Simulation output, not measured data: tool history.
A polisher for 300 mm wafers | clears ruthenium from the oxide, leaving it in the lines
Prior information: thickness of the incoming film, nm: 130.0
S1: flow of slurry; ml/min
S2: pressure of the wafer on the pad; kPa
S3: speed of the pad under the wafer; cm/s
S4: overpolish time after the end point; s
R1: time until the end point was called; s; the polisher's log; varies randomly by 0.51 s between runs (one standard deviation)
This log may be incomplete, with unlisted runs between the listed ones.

run,hour,S1,S2,S3,S4,R1
1,0,300,18.6,100,40,73.744
2,1.8,300,14.5,100,40,94.792
3,8,300,10.3,100,40,126.26
4,13.5,375,10.3,100,40,124.56
5,17.1,375,12.4,100,40,105.32
6,24.6,305,12.4,100,40,108.19
7,33.6,310,17.2,106,40,74.162
8,38.3,310,17.9,106,40,71.772
9,39.6,310,18.6,106,40,69.565
10,48.2,310,19.3,106,40,67.523
11,50.3,310,20,106,40,63.073
12,51.2,310,20.7,106,40,62.729
13,55.3,310,21.4,106,40,60.135
14,61.1,310,22.1,106,40,57.615
15,69.4,310,22.8,106,40,56.293

Expected results for the next run?
16,73.1,310,23.4,106,40,?

{"run 16": {"R1": 56.034}}
